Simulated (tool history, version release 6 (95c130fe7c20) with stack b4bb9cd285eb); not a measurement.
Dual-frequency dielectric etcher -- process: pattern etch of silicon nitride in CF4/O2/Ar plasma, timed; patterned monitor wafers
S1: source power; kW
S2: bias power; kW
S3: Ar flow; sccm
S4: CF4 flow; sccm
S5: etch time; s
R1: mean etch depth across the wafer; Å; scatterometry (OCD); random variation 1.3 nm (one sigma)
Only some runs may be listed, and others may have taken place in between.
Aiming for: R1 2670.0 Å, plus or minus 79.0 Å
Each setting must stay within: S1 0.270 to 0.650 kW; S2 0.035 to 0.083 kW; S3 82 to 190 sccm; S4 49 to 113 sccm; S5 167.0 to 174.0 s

Run 1, day 0.000: S1 0.460 kW, S2 0.059 kW, S3 136 sccm, S4 81 sccm, S5 167.0 s. Result: R1 3243.7 Å.
Run 2, day 0.304: S1 0.430 kW, S2 0.058 kW, S3 136 sccm, S4 81 sccm, S5 167.0 s. Result: R1 3098.7 Å.
Run 3, day 0.483: S1 0.430 kW, S2 0.058 kW, S3 136 sccm, S4 81 sccm, S5 167.0 s. Result: R1 3090.9 Å.
Run 4, day 0.654: S1 0.490 kW, S2 0.058 kW, S3 136 sccm, S4 81 sccm, S5 167.0 s. Result: R1 3376.1 Å.
Run 5, day 0.692: S1 0.450 kW, S2 0.057 kW, S3 137 sccm, S4 81 sccm, S5 167.0 s. Result: R1 3148.3 Å.
Run 6, day 0.779: S1 0.490 kW, S2 0.057 kW, S3 137 sccm, S4 81 sccm, S5 167.0 s. Result: R1 3323.6 Å.
Run 7, day 0.833: S1 0.450 kW, S2 0.056 kW, S3 138 sccm, S4 81 sccm, S5 167.0 s. Result: R1 3123.3 Å.
Run 8, day 0.912: S1 0.420 kW, S2 0.055 kW, S3 138 sccm, S4 81 sccm, S5 167.0 s. Result: R1 2950.0 Å.
Run 9, day 1.017: S1 0.420 kW, S2 0.055 kW, S3 138 sccm, S4 81 sccm, S5 167.0 s. Result: R1 2977.0 Å.
Run 10, day 1.242: S1 0.400 kW, S2 0.054 kW, S3 138 sccm, S4 81 sccm, S5 167.0 s. Result: R1 2846.7 Å.
Run 11, day 1.329: S1 0.390 kW, S2 0.054 kW, S3 138 sccm, S4 81 sccm, S5 167.0 s. Result: R1 2798.2 Å.
Run 12, day 1.546: S1 0.380 kW, S2 0.054 kW, S3 138 sccm, S4 81 sccm, S5 167.0 s. Result: R1 2779.6 Å.

Consider the 4 candidate settings below. Which is the only one whose results all fall within their allowed miss of target?
Run A, day 1.762: S1 0.380 kW, S2 0.060 kW, S3 118 sccm, S4 79 sccm, S5 170.5 s. Result: R1 ?.
Run B, day 1.762: S1 0.400 kW, S2 0.052 kW, S3 130 sccm, S4 82 sccm, S5 171.5 s. Result: R1 ?.
Run C, day 1.762: S1 0.390 kW, S2 0.038 kW, S3 142 sccm, S4 90 sccm, S5 174.0 s. Result: R1 ?.
Run D, day 1.762: S1 0.380 kW, S2 0.047 kW, S3 124 sccm, S4 75 sccm, S5 171.5 s. Result: R1 ?.

move      R1
   A  3005.6
   B  2903.5
   C  2509.7
   D  2644.6
A: its largest miss is bigger than the last run's
B: its largest miss is bigger than the last run's
C: carries the result that was furthest off beyond its target, to the other side
D: all results land within tolerance of their targets
D meets every target.
